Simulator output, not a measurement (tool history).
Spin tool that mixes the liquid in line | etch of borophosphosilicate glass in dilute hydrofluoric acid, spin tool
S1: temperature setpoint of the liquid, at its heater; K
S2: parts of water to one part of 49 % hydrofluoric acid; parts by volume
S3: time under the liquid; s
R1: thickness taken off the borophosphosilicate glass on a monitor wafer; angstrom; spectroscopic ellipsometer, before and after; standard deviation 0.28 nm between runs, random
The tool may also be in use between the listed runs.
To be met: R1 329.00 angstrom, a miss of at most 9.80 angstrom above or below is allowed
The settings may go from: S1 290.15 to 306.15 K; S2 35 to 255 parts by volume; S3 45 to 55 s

{"run": 1, "hour": 0.0, "S1": 298.15, "S2": 145, "S3": 55, "R1": 213.38}
{"run": 2, "hour": 1.9, "S1": 295.65, "S2": 145, "S3": 55, "R1": 198.36}
{"run": 3, "hour": 6.7, "S1": 295.65, "S2": 175, "S3": 55, "R1": 156.11}
{"run": 4, "hour": 14.2, "S1": 295.65, "S2": 125, "S3": 55, "R1": 231.33}
{"run": 5, "hour": 17.9, "S1": 297.15, "S2": 125, "S3": 55, "R1": 241.9}
{"run": 6, "hour": 18.7, "S1": 298.65, "S2": 125, "S3": 55, "R1": 263.13}
{"run": 7, "hour": 26.7, "S1": 299.65, "S2": 125, "S3": 55, "R1": 268.56}
{"run": 8, "hour": 29.4, "S1": 300.65, "S2": 125, "S3": 55, "R1": 281.5}
{"run": 9, "hour": 35.6, "S1": 301.15, "S2": 125, "S3": 55, "R1": 286.95}
{"run": 10, "hour": 41.2, "S1": 301.65, "S2": 125, "S3": 55, "R1": 290.36}
{"run": 11, "hour": 43.9, "S1": 302.15, "S2": 125, "S3": 55, "R1": 296.37}
{"run": 12, "hour": 44.7, "S1": 302.65, "S2": 125, "S3": 55, "R1": 304.32}
{"run": 13, "hour": 50.2, "S1": 303.15, "S2": 125, "S3": 55, "R1": 311.4}
{"run": 14, "hour": 54.6, "S1": 303.65, "S2": 125, "S3": 55, "R1": 312.52}

Exactly one of the 4 candidate moves below puts every result within its allowed miss. Which one?
{"run": "A", "hour": 59.0, "S1": 305.65, "S2": 125, "S3": 50, "R1": "?"}
{"run": "B", "hour": 59.0, "S1": 303.15, "S2": 120, "S3": 55, "R1": "?"}
{"run": "C", "hour": 59.0, "S1": 304.15, "S2": 130, "S3": 55, "R1": "?"}
{"run": "D", "hour": 59.0, "S1": 306.15, "S2": 115, "S3": 45, "R1": "?"}

move=A R1=309.57
move=B R1=326.20
move=C R1=308.04
move=D R1=312.84
A: lands further from the targets than the last run did
B: every result lands within tolerance
C: lands further from the targets than the last run did
D: roughly where the last run was
Go with B: it meets all targets.
